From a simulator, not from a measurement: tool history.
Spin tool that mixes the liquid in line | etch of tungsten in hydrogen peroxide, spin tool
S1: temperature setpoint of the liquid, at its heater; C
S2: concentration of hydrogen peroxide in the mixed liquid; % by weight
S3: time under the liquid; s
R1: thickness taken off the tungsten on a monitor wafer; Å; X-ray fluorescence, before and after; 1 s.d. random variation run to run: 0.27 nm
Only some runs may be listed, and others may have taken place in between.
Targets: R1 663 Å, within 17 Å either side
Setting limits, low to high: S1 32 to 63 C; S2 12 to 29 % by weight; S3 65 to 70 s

run	hour	S1	S2	S3	R1
1	0	47	19.5	65	430.63
2	1.8	47	23.5	65	474.91
3	10	43.5	23.5	65	375.81
4	12.8	40	23.5	65	300.77
5	15.7	40	20	65	279.2
6	23.4	44	20	65	361.72
7	32.4	46.5	20	65	423.54
8	38	54.5	20	65	690.74

Exactly one of the 5 candidate moves below puts every result within its allowed miss. Which one?
A	43.6	52.5	24	65	?
B	43.6	57.5	14	65	?
C	43.6	55	19.5	70	?
D	43.6	56.5	15.5	70	?
E	43.6	53	20.5	70	?

move	R1
A	668.42
B	686.63
C	753.35
D	733.8
E	685.58
A: meets every target
B: nearer the targets than the last run, but a result is still out of spec
C: lands further from the targets than the last run did
D: lands further from the targets than the last run did
E: nearer the targets than the last run, but a result is still out of spec
Correct choice: A, which meets every target
